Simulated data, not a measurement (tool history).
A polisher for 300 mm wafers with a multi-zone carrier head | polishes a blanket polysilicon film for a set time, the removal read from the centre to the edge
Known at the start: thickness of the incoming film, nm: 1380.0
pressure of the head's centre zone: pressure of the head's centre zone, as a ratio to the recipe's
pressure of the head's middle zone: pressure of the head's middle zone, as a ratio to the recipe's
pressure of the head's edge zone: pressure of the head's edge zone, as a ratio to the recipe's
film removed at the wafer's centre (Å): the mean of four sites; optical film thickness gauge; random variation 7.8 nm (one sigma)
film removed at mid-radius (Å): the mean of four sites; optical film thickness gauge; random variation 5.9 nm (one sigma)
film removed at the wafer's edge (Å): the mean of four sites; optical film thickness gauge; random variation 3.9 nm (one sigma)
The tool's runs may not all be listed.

run	hour	flow of slurry (ml/min)	pressure of the head's centre zone	pressure of the head's middle zone	pressure of the head's edge zone	polishing time (s)	film removed at the wafer's centre (Å)	film removed at mid-radius (Å)	film removed at the wafer's edge (Å)
1	0.0	265	1.00	1.00	1.00	51	4287.1	4199.7	4245.7
2	2.1	280	1.04	1.03	1.04	55	4864.7	4605.6	4684.2
3	7.2	280	1.04	1.06	1.04	55	4837.5	4854.9	4636.5
4	11.4	280	1.04	1.11	1.04	55	4949.3	4985.9	4643.3
5	20.2	290	1.06	1.11	1.07	58	5234.0	5362.2	4987.4
6	27.3	295	1.09	1.10	1.09	60	5686.6	5474.7	5160.5

Forecast run 7:
7	34.2	300	1.10	1.09	1.11	62	?	?	?

{"run 7": {"film removed at the wafer's centre (Å)": 5759.9, "film removed at mid-radius (Å)": 5672.3, "film removed at the wafer's edge (Å)": 5489.7}}
